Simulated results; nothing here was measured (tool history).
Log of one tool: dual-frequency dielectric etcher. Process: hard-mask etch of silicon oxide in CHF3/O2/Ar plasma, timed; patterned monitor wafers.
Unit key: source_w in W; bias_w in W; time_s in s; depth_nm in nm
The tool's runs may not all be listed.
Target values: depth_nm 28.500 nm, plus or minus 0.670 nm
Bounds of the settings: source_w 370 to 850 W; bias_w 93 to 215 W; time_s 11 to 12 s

| run | hour | source_w | bias_w | time_s | depth_nm |
|---|---|---|---|---|---|
| 1 | 0.0 | 610 | 154 | 12 | 23.605 |
| 2 | 8.2 | 560 | 154 | 12 | 22.923 |
| 3 | 9.0 | 560 | 154 | 11 | 21.051 |
| 4 | 12.7 | 560 | 133 | 11 | 19.644 |
|  | 21.0 | source power generator calibrated |
| 5 | 21.0 | 630 | 146 | 11 | 21.638 |
| 6 | 27.6 | 680 | 157 | 11 | 22.953 |
| 7 | 33.8 | 710 | 168 | 11 | 24.003 |
| 8 | 42.7 | 740 | 178 | 11 | 24.951 |
| 9 | 49.9 | 760 | 186 | 11 | 25.666 |
| 10 | 58.2 | 780 | 192 | 11 | 26.262 |

Pick the move, out of 5, that brings all results within their allowed miss; only one does.
| A | 66.5 | 770 | 194 | 12 | ? |
| B | 66.5 | 820 | 196 | 11 | ? |
| C | 66.5 | 720 | 160 | 11 | ? |
| D | 66.5 | 820 | 193 | 11 | ? |
| E | 66.5 | 790 | 207 | 12 | ? |

| move | depth_nm |
|---|---|
| A | 28.665 |
| B | 26.957 |
| C | 23.641 |
| D | 26.780 |
| E | 29.728 |
A: meets every target
B: gains on the last run, yet a result remains outside its allowed miss
C: further off than the last run
D: gains on the last run, yet a result remains outside its allowed miss
E: the result that was furthest off in the last run now lies on the other side of its target
Move A is the one to make.

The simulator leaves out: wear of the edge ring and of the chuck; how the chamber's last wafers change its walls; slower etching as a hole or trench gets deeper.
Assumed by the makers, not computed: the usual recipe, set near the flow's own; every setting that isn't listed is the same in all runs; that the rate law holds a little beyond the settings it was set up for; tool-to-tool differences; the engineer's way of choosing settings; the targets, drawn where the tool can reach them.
